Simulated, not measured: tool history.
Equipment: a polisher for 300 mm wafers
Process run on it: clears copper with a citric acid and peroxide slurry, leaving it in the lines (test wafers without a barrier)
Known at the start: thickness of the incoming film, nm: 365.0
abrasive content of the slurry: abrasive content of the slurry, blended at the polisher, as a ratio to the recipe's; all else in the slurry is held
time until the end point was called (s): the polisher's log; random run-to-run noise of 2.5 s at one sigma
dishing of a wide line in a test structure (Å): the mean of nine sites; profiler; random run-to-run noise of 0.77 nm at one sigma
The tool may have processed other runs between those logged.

run,day,flow of slurry (ml/min),pressure of the wafer on the pad (psi),speed of the pad under the wafer (m/s),abrasive content of the slurry,overpolish time after the end point (s),time until the end point was called (s),dishing of a wide line in a test structure (Å)
1,0.000,290,3.6,1.32,1.0,22,121.79,423.86
2,0.238,320,3.6,1.32,1.0,22,120.03,415.15
3,0.358,320,3.6,1.32,0.8,22,126.07,410.74
4,0.467,320,3.4,1.32,0.8,23,132.22,411.43
5,0.554,320,3.4,1.32,0.8,27,131.27,469.99
6,0.633,320,3.2,1.32,0.8,27,138.45,466.61
7,1.004,320,3.1,1.32,0.8,27,141.13,440.99

Run 8, settings as shown, results not yet in. Your forecast:
8,1.362,320,3.0,1.32,0.8,27,?,?

{"run 8": {"time until the end point was called (s)": 146.01, "dishing of a wide line in a test structure (Å)": 423.46}}
